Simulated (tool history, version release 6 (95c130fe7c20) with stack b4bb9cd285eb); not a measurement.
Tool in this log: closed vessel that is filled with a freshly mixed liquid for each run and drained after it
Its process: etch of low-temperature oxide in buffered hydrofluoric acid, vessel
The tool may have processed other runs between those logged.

run	hour	temperature setpoint of the liquid (K)	parts of 40 % ammonium fluoride to one part of 49 % hydrofluoric acid (parts by volume)	time in the liquid (s)	thickness taken off the low-temperature oxide on a monitor wafer (angstrom)
1	0.0	295.15	15.5	100	1676.6
2	3.5	295.15	15.5	105	1761.9
3	8.2	296.15	15.0	105	1904.8
4	17.0	297.15	14.5	105	2109.1
5	20.6	298.15	14.5	105	2228.8
6	28.1	298.65	14.5	105	2291.8
7	29.4	299.15	14.5	105	2351.4
8	33.7	299.65	14.5	105	2378.1
9	41.6	300.15	14.0	105	2529.2
10	48.7	300.65	14.0	105	2621.9
11	55.9	300.65	14.0	105	2637.2
12	63.7	301.15	14.0	105	2717.1

Run 13, settings as shown, results not yet in. Your forecast:
13	67.2	301.65	14.0	105	?

{"run 13": {"thickness taken off the low-temperature oxide on a monitor wafer (angstrom)": 2824.9}}
